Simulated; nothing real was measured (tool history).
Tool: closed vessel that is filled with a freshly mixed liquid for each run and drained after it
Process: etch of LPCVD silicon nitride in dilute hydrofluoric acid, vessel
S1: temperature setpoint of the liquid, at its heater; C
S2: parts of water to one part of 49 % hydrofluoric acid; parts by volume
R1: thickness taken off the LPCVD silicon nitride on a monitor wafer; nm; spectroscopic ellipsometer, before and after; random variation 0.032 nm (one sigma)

Run 1, hour 0.0: S1 25.0 C, S2 65 parts by volume, time in the liquid (s) 225. Result: R1 1.6082 nm.
Run 2, hour 7.8: S1 25.0 C, S2 85 parts by volume, time in the liquid (s) 225. Result: R1 1.2259 nm.
Run 3, hour 13.8: S1 27.0 C, S2 75 parts by volume, time in the liquid (s) 225. Result: R1 1.5553 nm.
Run 4, hour 22.3: S1 28.5 C, S2 65 parts by volume, time in the liquid (s) 225. Result: R1 1.9978 nm.
Run 5, hour 26.5: S1 28.5 C, S2 65 parts by volume, time in the liquid (s) 145. Result: R1 1.2902 nm.
Run 6, hour 31.0: S1 29.5 C, S2 55 parts by volume, time in the liquid (s) 165. Result: R1 1.8039 nm.
Run 7, hour 37.9: S1 30.5 C, S2 45 parts by volume, time in the liquid (s) 180. Result: R1 2.5820 nm.

Forecast run 8:
Run 8, hour 45.1: S1 31.0 C, S2 40 parts by volume, time in the liquid (s) 180. Result: R1 ?.

{"run 8": {"R1": 2.9883}}

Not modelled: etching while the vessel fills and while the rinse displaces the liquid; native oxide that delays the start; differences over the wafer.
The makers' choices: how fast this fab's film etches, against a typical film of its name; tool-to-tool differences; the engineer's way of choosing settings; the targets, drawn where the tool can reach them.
